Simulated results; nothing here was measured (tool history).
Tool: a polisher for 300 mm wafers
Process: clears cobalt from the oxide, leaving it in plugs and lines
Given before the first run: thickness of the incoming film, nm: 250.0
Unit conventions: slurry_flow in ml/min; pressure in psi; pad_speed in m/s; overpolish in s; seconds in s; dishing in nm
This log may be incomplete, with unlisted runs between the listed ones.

run,hour,slurry_flow,pressure,pad_speed,overpolish,seconds,dishing
1,0,285,1.3,0.88,16,77.371,40.893
2,7.9,285,1.3,0.88,10,79.131,27.094
3,10.6,285,1.3,0.88,5,79.545,15.055
4,11.5,325,1.3,0.88,5,77.729,15.437
5,14.2,325,1.3,0.74,5,85.41,13.636
6,16.8,325,1.6,0.74,5,69.179,16.834
7,20.9,310,1.6,0.7,13,74.258,36.783
8,23.4,295,1.6,0.7,14,73.146,38.57

For run 9, what comes out?
9,27,300,1.6,0.7,22,?,?

seconds: 72.294 s
dishing: 50.2 nm
